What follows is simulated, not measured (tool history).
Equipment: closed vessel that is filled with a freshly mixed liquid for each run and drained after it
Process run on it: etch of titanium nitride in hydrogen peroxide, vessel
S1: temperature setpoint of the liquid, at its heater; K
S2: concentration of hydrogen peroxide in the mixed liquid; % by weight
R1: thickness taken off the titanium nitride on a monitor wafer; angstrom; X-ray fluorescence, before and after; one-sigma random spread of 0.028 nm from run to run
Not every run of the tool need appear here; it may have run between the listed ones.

Run 1, day 0.000: S1 325.15 K, S2 17.5 % by weight, time in the liquid (s) 290. Result: R1 176.860 angstrom.
Run 2, day 0.346: S1 322.15 K, S2 17.5 % by weight, time in the liquid (s) 290. Result: R1 141.540 angstrom.
Run 3, day 0.525: S1 318.65 K, S2 17.5 % by weight, time in the liquid (s) 290. Result: R1 109.770 angstrom.
Run 4, day 0.650: S1 318.65 K, S2 17.5 % by weight, time in the liquid (s) 290. Result: R1 110.070 angstrom.
Run 5, day 0.892: S1 317.65 K, S2 17.5 % by weight, time in the liquid (s) 290. Result: R1 102.320 angstrom.
Run 6, day 0.933: S1 316.65 K, S2 17.5 % by weight, time in the liquid (s) 290. Result: R1 94.589 angstrom.
Run 7, day 0.971: S1 316.15 K, S2 17.5 % by weight, time in the liquid (s) 290. Result: R1 92.045 angstrom.

The next listed run, before its measurement:
Run 8, day 1.162: S1 315.65 K, S2 17.5 % by weight, time in the liquid (s) 290. Result: R1 ?.

R1: 88.010 angstrom
